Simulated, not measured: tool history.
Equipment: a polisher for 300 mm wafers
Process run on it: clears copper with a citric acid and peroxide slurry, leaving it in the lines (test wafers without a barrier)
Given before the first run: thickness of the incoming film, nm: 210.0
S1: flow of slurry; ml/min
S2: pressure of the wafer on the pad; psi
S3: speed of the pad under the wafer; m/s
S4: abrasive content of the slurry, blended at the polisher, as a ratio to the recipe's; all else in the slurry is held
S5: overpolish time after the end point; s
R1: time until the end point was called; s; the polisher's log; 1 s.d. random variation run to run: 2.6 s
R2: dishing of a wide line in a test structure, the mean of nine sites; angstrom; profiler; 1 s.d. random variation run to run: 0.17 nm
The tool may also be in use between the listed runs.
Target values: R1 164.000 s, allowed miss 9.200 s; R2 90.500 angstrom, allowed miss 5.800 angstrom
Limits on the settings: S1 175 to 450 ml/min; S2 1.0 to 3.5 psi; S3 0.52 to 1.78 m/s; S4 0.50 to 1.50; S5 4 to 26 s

Run 1, hour 0.0: S1 290 ml/min, S2 2.2 psi, S3 1.14 m/s, S4 1.00, S5 13 s. Result: R1 97.321 s, R2 204.350 angstrom.
Run 2, hour 1.6: S1 290 ml/min, S2 2.1 psi, S3 1.12 m/s, S4 1.00, S5 12 s. Result: R1 99.357 s, R2 185.740 angstrom.
Run 3, hour 4.6: S1 360 ml/min, S2 2.1 psi, S3 1.12 m/s, S4 1.00, S5 12 s. Result: R1 99.609 s, R2 186.230 angstrom.
Run 4, hour 7.9: S1 360 ml/min, S2 2.0 psi, S3 1.10 m/s, S4 1.00, S5 12 s. Result: R1 107.940 s, R2 174.530 angstrom.
Run 5, hour 13.6: S1 360 ml/min, S2 2.0 psi, S3 1.10 m/s, S4 1.00, S5 8 s. Result: R1 108.520 s, R2 118.490 angstrom.
Run 6, hour 18.3: S1 420 ml/min, S2 2.0 psi, S3 1.10 m/s, S4 1.00, S5 8 s. Result: R1 105.040 s, R2 124.760 angstrom.
Run 7, hour 20.5: S1 420 ml/min, S2 1.9 psi, S3 1.10 m/s, S4 1.00, S5 8 s. Result: R1 112.500 s, R2 112.370 angstrom.
Run 8, hour 28.5: S1 420 ml/min, S2 1.8 psi, S3 1.10 m/s, S4 1.00, S5 8 s. Result: R1 118.690 s, R2 111.570 angstrom.
Run 9, hour 32.5: S1 420 ml/min, S2 1.8 psi, S3 1.10 m/s, S4 1.00, S5 8 s. Result: R1 116.740 s, R2 109.500 angstrom.
Run 10, hour 33.9: S1 420 ml/min, S2 1.2 psi, S3 1.06 m/s, S4 1.00, S5 10 s. Result: R1 173.750 s, R2 92.754 angstrom.

5 next moves are on the table. One of them brings every result within its allowed miss. Which?
Run A, hour 35.3: S1 335 ml/min, S2 1.6 psi, S3 0.78 m/s, S4 0.80, S5 11 s. Result: R1 ?, R2 ?.
Run B, hour 35.3: S1 430 ml/min, S2 1.1 psi, S3 1.06 m/s, S4 1.10, S5 10 s. Result: R1 ?, R2 ?.
Run C, hour 35.3: S1 315 ml/min, S2 1.4 psi, S3 0.74 m/s, S4 0.85, S5 11 s. Result: R1 ?, R2 ?.
Run D, hour 35.3: S1 410 ml/min, S2 1.2 psi, S3 1.08 m/s, S4 1.05, S5 11 s. Result: R1 ?, R2 ?.
Run E, hour 35.3: S1 355 ml/min, S2 1.2 psi, S3 1.24 m/s, S4 0.95, S5 9 s. Result: R1 ?, R2 ?.

move       R1       R2
   A  173.780  106.150
   B  186.510   90.070
   C  202.050   91.780
   D  171.980  106.630
   E  161.150   93.746
A: misses by more than the last run did
B: misses by more than the last run did
C: misses by more than the last run did
D: brings the last run's worst result on target, with another outside its allowed miss
E: every result lands within tolerance
Correct choice: E, which meets every target
